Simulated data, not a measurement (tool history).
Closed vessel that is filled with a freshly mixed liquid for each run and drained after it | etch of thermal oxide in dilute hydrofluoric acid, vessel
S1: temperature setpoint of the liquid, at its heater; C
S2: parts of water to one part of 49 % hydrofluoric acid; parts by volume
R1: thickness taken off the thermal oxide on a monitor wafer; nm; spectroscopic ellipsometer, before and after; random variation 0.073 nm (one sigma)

{"run": 1, "hour": 0.0, "S1": 24, "S2": 275, "time in the liquid (s)": 975, "R1": 13.044}
{"run": 2, "hour": 1.8, "S1": 24, "S2": 275, "time in the liquid (s)": 975, "R1": 13.089}
{"run": 3, "hour": 4.4, "S1": 25.5, "S2": 275, "time in the liquid (s)": 975, "R1": 13.869}
{"run": 4, "hour": 12.9, "S1": 25.5, "S2": 275, "time in the liquid (s)": 1040, "R1": 14.883}
{"run": 5, "hour": 18.0, "S1": 29, "S2": 275, "time in the liquid (s)": 1040, "R1": 16.668}
{"run": 6, "hour": 24.2, "S1": 29, "S2": 210, "time in the liquid (s)": 1040, "R1": 23.274}
{"run": 7, "hour": 29.7, "S1": 27, "S2": 225, "time in the liquid (s)": 1040, "R1": 20.059}
{"run": 8, "hour": 35.8, "S1": 25, "S2": 235, "time in the liquid (s)": 1040, "R1": 17.682}
{"run": 9, "hour": 40.4, "S1": 23.5, "S2": 245, "time in the liquid (s)": 1040, "R1": 15.951}

Forecast run 10:
{"run": 10, "hour": 43.7, "S1": 22.5, "S2": 250, "time in the liquid (s)": 1040, "R1": "?"}

{"run 10": {"R1": 14.877}}
